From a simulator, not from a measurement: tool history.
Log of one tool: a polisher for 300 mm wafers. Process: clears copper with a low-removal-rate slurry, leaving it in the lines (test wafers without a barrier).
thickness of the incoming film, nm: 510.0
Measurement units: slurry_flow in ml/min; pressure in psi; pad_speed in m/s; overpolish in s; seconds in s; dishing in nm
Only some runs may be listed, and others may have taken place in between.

| run | hour | slurry_flow | pressure | pad_speed | slurry_solids | overpolish | seconds | dishing |
|---|---|---|---|---|---|---|---|---|
| 1 | 0.0 | 190 | 3.7 | 1.26 | 1.00 | 14 | 101.730 | 44.070 |
| 2 | 4.9 | 170 | 3.7 | 1.26 | 1.00 | 14 | 101.900 | 42.833 |
| 3 | 5.6 | 160 | 3.5 | 1.30 | 1.00 | 12 | 104.890 | 36.277 |
| 4 | 9.8 | 150 | 3.3 | 1.38 | 0.95 | 11 | 109.570 | 33.001 |
| 5 | 10.7 | 150 | 3.7 | 1.38 | 0.95 | 11 | 98.282 | 36.165 |
| 6 | 17.5 | 145 | 3.4 | 1.46 | 1.00 | 10 | 101.340 | 32.202 |
| 7 | 23.7 | 140 | 3.2 | 1.54 | 1.10 | 9 | 97.451 | 31.537 |
| 8 | 28.1 | 135 | 3.1 | 1.62 | 1.00 | 8 | 100.140 | 27.446 |
| 9 | 30.4 | 130 | 3.1 | 1.68 | 0.90 | 7 | 100.100 | 24.861 |

Predict the results of run 10:
| 10 | 31.9 | 130 | 3.1 | 1.72 | 0.85 | 6 | ? | ? |

seconds: 96.247 s
dishing: 21.366 nm
